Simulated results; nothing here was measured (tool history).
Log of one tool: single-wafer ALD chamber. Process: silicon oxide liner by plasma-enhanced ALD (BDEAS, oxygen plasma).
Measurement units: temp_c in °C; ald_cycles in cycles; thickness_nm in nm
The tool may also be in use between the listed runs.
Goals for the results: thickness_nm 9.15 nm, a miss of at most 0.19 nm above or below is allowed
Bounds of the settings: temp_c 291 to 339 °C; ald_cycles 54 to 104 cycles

{"run": 1, "hour": 0.0, "temp_c": 315, "ald_cycles": 79, "thickness_nm": 7.7371}
{"run": 2, "hour": 8.9, "temp_c": 315, "ald_cycles": 69, "thickness_nm": 6.7316}
{"run": 3, "hour": 13.5, "temp_c": 314, "ald_cycles": 75, "thickness_nm": 7.319}
{"run": 4, "hour": 21.8, "temp_c": 314, "ald_cycles": 80, "thickness_nm": 7.8078}
{"run": 5, "hour": 22.5, "temp_c": 314, "ald_cycles": 85, "thickness_nm": 8.3404}
{"run": 6, "hour": 29.9, "temp_c": 308, "ald_cycles": 85, "thickness_nm": 8.4413}
{"run": 7, "hour": 36.5, "temp_c": 307, "ald_cycles": 87, "thickness_nm": 8.6119}
{"run": 8, "hour": 42.4, "temp_c": 307, "ald_cycles": 88, "thickness_nm": 8.6231}
{"run": 9, "hour": 49.4, "temp_c": 307, "ald_cycles": 89, "thickness_nm": 8.8652}
{"run": 10, "hour": 56.9, "temp_c": 307, "ald_cycles": 90, "thickness_nm": 8.9049}

Exercise: of the 4 proposed moves below, exactly one satisfies all targets within the stated allowed misses. Which move is it?
{"run": "A", "hour": 64.4, "temp_c": 306, "ald_cycles": 93, "thickness_nm": "?"}
{"run": "B", "hour": 64.4, "temp_c": 311, "ald_cycles": 85, "thickness_nm": "?"}
{"run": "C", "hour": 64.4, "temp_c": 316, "ald_cycles": 98, "thickness_nm": "?"}
{"run": "D", "hour": 64.4, "temp_c": 306, "ald_cycles": 88, "thickness_nm": "?"}

move=A thickness_nm=9.2065
move=B thickness_nm=8.3586
move=C thickness_nm=9.5726
move=D thickness_nm=8.7115
A: every result lands within tolerance
B: lands further from the targets than the last run did
C: moves the result that the last run missed by most past its target, out the other side
D: lands further from the targets than the last run did
Move A is the one to make.
